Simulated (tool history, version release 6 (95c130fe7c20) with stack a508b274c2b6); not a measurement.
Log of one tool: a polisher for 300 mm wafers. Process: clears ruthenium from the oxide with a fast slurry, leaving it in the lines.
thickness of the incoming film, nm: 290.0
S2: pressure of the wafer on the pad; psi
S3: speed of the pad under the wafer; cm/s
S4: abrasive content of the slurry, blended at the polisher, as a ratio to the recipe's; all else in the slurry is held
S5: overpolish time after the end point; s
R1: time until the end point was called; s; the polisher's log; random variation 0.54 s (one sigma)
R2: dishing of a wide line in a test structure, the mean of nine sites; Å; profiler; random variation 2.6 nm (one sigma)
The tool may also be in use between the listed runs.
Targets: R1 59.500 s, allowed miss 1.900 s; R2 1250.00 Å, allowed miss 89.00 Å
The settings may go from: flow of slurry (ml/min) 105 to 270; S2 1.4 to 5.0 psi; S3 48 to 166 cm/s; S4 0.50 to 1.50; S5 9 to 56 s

Run 1, hour 0.0: flow of slurry (ml/min) 175, S2 3.2 psi, S3 106 cm/s, S4 1.00, S5 29 s. Result: R1 74.796 s, R2 862.50 Å.
Run 2, hour 2.7: flow of slurry (ml/min) 180, S2 3.4 psi, S3 106 cm/s, S4 1.00, S5 31 s. Result: R1 71.159 s, R2 981.25 Å.
Run 3, hour 11.1: flow of slurry (ml/min) 180, S2 3.5 psi, S3 106 cm/s, S4 1.00, S5 32 s. Result: R1 68.119 s, R2 1022.70 Å.
Run 4, hour 19.5: flow of slurry (ml/min) 185, S2 3.6 psi, S3 106 cm/s, S4 1.00, S5 33 s. Result: R1 66.103 s, R2 1079.10 Å.
Run 5, hour 26.7: flow of slurry (ml/min) 185, S2 3.6 psi, S3 118 cm/s, S4 1.00, S5 33 s. Result: R1 60.653 s, R2 1116.00 Å.
Run 6, hour 32.1: flow of slurry (ml/min) 185, S2 3.2 psi, S3 118 cm/s, S4 1.00, S5 33 s. Result: R1 67.177 s, R2 1052.60 Å.
At hour 40.1: slurry blender recalibrated.
Run 7, hour 40.1: flow of slurry (ml/min) 190, S2 3.3 psi, S3 118 cm/s, S4 1.00, S5 34 s. Result: R1 60.415 s, R2 1168.20 Å.
Run 8, hour 44.6: flow of slurry (ml/min) 190, S2 3.3 psi, S3 118 cm/s, S4 1.00, S5 34 s. Result: R1 59.599 s, R2 1152.80 Å.

Which of these 4 next moves meets every target?
Run A, hour 49.1: flow of slurry (ml/min) 200, S2 3.0 psi, S3 134 cm/s, S4 0.90, S5 30 s. Result: R1 ?, R2 ?.
Run B, hour 49.1: flow of slurry (ml/min) 175, S2 3.9 psi, S3 122 cm/s, S4 0.60, S5 26 s. Result: R1 ?, R2 ?.
Run C, hour 49.1: flow of slurry (ml/min) 225, S2 2.9 psi, S3 130 cm/s, S4 0.95, S5 31 s. Result: R1 ?, R2 ?.
Run D, hour 49.1: flow of slurry (ml/min) 205, S2 2.8 psi, S3 136 cm/s, S4 1.00, S5 38 s. Result: R1 ?, R2 ?.

move      R1       R2
   A  60.704  1086.70
   B  61.070   975.33
   C  62.383  1090.90
   D  61.386  1265.40
A: further off than the last run
B: further off than the last run
C: further off than the last run
D: meets every target
Move D is the one to make.
